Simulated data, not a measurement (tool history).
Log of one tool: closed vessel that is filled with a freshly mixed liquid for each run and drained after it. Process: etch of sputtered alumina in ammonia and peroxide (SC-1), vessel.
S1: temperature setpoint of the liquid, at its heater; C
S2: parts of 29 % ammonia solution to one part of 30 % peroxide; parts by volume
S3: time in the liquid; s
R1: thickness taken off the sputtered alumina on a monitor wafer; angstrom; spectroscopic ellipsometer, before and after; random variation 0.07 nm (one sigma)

run,hour,S1,S2,S3,R1
1,0,50,0.85,165,91.953
2,2.1,50,0.85,180,100.26
3,6.1,50,1.05,180,101.68
4,13.8,50,0.85,180,100.58
5,19.5,50,0.7,180,98.269
6,22.1,50,0.5,180,95.134
7,30.8,53,0.5,180,112.33
8,36.4,55,0.5,180,124.27
9,38.1,56.5,0.5,180,135.09
10,45.2,57.5,0.5,180,142.67

The next listed run, before its measurement:
11,46.8,62,0.5,180,?

{"run 11": {"R1": 179.88}}

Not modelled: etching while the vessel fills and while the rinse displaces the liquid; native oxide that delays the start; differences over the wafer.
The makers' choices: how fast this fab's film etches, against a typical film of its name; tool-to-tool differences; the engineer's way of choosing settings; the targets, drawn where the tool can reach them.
